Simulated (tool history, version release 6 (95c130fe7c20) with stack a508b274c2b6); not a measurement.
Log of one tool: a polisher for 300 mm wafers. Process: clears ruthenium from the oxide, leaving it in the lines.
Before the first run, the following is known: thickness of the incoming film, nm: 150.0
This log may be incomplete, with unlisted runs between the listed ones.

| run | day | flow of slurry (ml/min) | pressure of the wafer on the pad (kPa) | speed of the pad under the wafer (cm/s) | overpolish time after the end point (s) | time until the end point was called (s) |
|---|---|---|---|---|---|---|
| 1 | 0.000 | 215 | 18.6 | 76 | 10 | 139.86 |
| 2 | 0.058 | 215 | 14.5 | 76 | 10 | 162.40 |
| 3 | 0.129 | 215 | 16.5 | 78 | 10 | 142.31 |
| 4 | 0.333 | 215 | 17.9 | 78 | 10 | 138.87 |
| 5 | 0.642 | 215 | 19.3 | 80 | 10 | 136.28 |
| 6 | 0.788 | 215 | 20.7 | 84 | 10 | 117.76 |

Estimate the outcome of run 7 from the log above:
| 7 | 1.058 | 215 | 20.7 | 84 | 10 | ? |

Run 7 gave time until the end point was called (s) 120.83.
